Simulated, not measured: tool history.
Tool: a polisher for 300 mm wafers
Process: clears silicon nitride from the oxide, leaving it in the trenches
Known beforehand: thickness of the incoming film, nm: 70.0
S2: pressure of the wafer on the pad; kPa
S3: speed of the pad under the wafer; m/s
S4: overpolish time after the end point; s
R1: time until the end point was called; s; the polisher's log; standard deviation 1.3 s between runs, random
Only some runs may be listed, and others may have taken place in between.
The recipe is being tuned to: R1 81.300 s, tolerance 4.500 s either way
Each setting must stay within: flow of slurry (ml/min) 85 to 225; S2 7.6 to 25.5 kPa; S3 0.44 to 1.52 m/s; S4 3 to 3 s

run 1 day=0.000 | flow_of_slurry_(ml/min)=145 S2=16.5 S3=0.98 S4=3 | R1=127.300
run 2 day=0.158 | flow_of_slurry_(ml/min)=145 S2=18.6 S3=1.00 S4=3 | R1=107.230
run 3 day=0.479 | flow_of_slurry_(ml/min)=145 S2=20.0 S3=1.00 S4=3 | R1=104.500
run 4 day=0.550 | flow_of_slurry_(ml/min)=145 S2=16.5 S3=1.00 S4=3 | R1=123.630
run 5 day=0.808 | flow_of_slurry_(ml/min)=145 S2=18.6 S3=1.02 S4=3 | R1=105.790
run 6 day=1.054 | flow_of_slurry_(ml/min)=145 S2=20.0 S3=1.02 S4=3 | R1=100.560
run 7 day=1.271 | flow_of_slurry_(ml/min)=145 S2=21.4 S3=1.02 S4=3 | R1=91.355
run 8 day=1.396 | flow_of_slurry_(ml/min)=145 S2=22.1 S3=1.02 S4=3 | R1=90.765
run 9 day=1.454 | flow_of_slurry_(ml/min)=145 S2=22.1 S3=1.02 S4=3 | R1=89.296
run 10 day=1.796 | flow_of_slurry_(ml/min)=145 S2=22.1 S3=1.02 S4=3 | R1=88.144
run 11 day=1.858 | flow_of_slurry_(ml/min)=145 S2=22.8 S3=1.02 S4=3 | R1=86.521
-- day=2.108 worn pad replaced by a new one
run 12 day=2.108 | flow_of_slurry_(ml/min)=145 S2=23.4 S3=1.02 S4=3 | R1=75.523

Which of these 4 next moves meets every target?
run A day=2.358 | flow_of_slurry_(ml/min)=140 S2=24.8 S3=1.00 S4=3 | R1=?
run B day=2.358 | flow_of_slurry_(ml/min)=140 S2=22.1 S3=1.00 S4=3 | R1=?
run C day=2.358 | flow_of_slurry_(ml/min)=130 S2=25.5 S3=1.02 S4=3 | R1=?
run D day=2.358 | flow_of_slurry_(ml/min)=95 S2=22.1 S3=1.32 S4=3 | R1=?

move=A R1=72.821
move=B R1=81.717
move=C R1=70.648
move=D R1=68.873
A: its largest miss is bigger than the last run's
B: each result inside its tolerance
C: its largest miss is bigger than the last run's
D: its largest miss is bigger than the last run's
B meets every target.

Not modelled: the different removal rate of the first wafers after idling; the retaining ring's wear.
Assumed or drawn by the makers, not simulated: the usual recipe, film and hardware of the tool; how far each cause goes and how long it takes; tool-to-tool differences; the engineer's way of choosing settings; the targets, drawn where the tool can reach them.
